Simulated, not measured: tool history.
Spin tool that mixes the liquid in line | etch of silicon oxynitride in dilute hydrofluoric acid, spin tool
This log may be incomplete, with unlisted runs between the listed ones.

| run | hour | temperature setpoint of the liquid (°C) | parts of water to one part of 49 % hydrofluoric acid (parts by volume) | time under the liquid (s) | thickness taken off the silicon oxynitride on a monitor wafer (Å) |
|---|---|---|---|---|---|
| 1 | 0 | 22 | 205 | 275 | 52.09 |
| 2 | 5.9 | 25.5 | 205 | 275 | 60.699 |
| 3 | 12.9 | 27 | 195 | 275 | 70.551 |
| 4 | 17 | 27 | 195 | 295 | 75.336 |
| 5 | 25 | 27 | 140 | 295 | 109.69 |
| 6 | 28.3 | 25.5 | 140 | 295 | 101.34 |
| 7 | 33.4 | 24.5 | 140 | 295 | 96.5 |
| 8 | 34.7 | 24 | 140 | 295 | 93.574 |

For run 9, what comes out?
| 9 | 40.9 | 23.5 | 140 | 295 | ? |

thickness taken off the silicon oxynitride on a monitor wafer (Å): 93.245
